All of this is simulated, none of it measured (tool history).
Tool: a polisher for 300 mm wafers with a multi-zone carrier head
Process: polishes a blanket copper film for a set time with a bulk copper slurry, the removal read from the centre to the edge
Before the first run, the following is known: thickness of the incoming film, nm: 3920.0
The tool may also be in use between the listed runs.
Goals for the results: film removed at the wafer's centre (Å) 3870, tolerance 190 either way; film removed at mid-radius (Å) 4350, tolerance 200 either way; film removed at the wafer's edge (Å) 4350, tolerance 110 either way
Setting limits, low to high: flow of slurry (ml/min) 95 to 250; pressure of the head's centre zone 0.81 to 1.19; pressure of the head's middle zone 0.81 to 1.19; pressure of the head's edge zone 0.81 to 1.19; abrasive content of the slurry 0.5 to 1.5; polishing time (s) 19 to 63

run	hour	flow of slurry (ml/min)	pressure of the head's centre zone	pressure of the head's middle zone	pressure of the head's edge zone	abrasive content of the slurry	polishing time (s)	film removed at the wafer's centre (Å)	film removed at mid-radius (Å)	film removed at the wafer's edge (Å)
1	0	160	1	1	1	1	41	3470.2	3498	3395.9
2	8.2	165	0.99	1.01	1.03	1.1	41	3569.7	3686.3	3535.6
3	13.2	170	0.97	1.01	1.06	1.15	41	3489.3	3790.4	3628.4
4	21	175	0.97	1	1.08	1.2	41	3495	3797.6	3667.2
5	25.7	190	0.97	1	1.08	1.2	41	3626.6	3752.4	3735.6
6	30.3	190	0.97	0.94	1.08	1.2	41	3712.4	3592.8	3709.7
7	38.3	220	0.93	1.04	1.18	1.45	42	3763.7	4272.9	4137.2
8	42.9	220	0.93	1.03	1.18	1.45	42	3776.7	4238	4084.5
9	48.7	220	0.92	1.02	1.18	1.45	43	3793.1	4287.3	4228

Consider the 4 candidate settings below. Which is the only one whose results all fall within their allowed miss of target?
A	54.5	210	0.89	1.05	1.11	1.45	43	?	?	?
B	54.5	235	0.96	1.01	1.18	1.35	42	?	?	?
C	54.5	235	0.88	0.98	1.12	1.4	45	?	?	?
D	54.5	210	0.84	1.02	1.19	1.5	44	?	?	?

move	film removed at the wafer's centre (Å)	film removed at mid-radius (Å)	film removed at the wafer's edge (Å)
A	3694.2	4335.4	4150.5
B	3889.2	4109.8	4108.9
C	3854.8	4344.3	4372.3
D	3597.3	4376.2	4367.6
A: lands further from the targets than the last run did
B: lands further from the targets than the last run did
C: all results land within tolerance of their targets
D: meets the target for the result that was furthest off, but another lies outside its allowed miss
C is the move that brings every result within its allowed miss.
